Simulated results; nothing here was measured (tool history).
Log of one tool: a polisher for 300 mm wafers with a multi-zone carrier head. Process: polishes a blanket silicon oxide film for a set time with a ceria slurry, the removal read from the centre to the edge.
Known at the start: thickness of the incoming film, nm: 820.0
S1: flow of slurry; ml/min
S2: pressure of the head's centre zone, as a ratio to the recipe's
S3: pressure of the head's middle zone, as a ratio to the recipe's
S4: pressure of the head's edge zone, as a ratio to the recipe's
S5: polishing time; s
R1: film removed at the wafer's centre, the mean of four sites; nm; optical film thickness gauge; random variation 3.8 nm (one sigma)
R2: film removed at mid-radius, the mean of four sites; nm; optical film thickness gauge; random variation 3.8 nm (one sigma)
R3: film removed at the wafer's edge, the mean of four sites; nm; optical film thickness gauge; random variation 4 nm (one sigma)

run	hour	S1	S2	S3	S4	S5	R1	R2	R3
1	0	160	1	1	1	54	244.85	253.21	243.12
2	4.6	175	1.01	1.05	1.03	59	280.4	290.8	273.5
3	12.5	175	1.01	1.05	1.03	51	238.49	246.75	239.38
4	18.9	175	1.04	1.05	1.03	51	239.78	252.61	232.64
5	20.6	170	1.02	1.09	1.01	58	272.82	289.39	266.36
6	26.8	170	1.02	1.09	1.08	58	271.84	291.41	279.31
7	27.6	175	1	1.12	1.04	63	294.27	317.4	296.49

The next listed run, before its measurement:
8	33.4	155	0.99	1.14	1	68	?	?	?

{"run 8": {"R1": 308.53, "R2": 340.65, "R3": 309.88}}
